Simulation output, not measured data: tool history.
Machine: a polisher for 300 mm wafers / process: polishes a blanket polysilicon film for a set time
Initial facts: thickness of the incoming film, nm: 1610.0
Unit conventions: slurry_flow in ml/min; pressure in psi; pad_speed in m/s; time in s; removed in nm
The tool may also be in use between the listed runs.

run	day	slurry_flow	pressure	pad_speed	time	removed
1	0	315	3.3	1.08	75	857.39
2	0.354	315	3.9	1.12	75	1021.5
3	0.421	315	3.2	1.12	75	847.81
4	0.604	315	3.8	1.18	75	1031.8
5	0.883	315	3.8	1.3	75	1087.6
6	1.175	315	4.2	1.34	75	1217.3

Forecast run 7:
7	1.304	315	4.5	1.4	75	?

{"run 7": {"removed": 1376.8}}
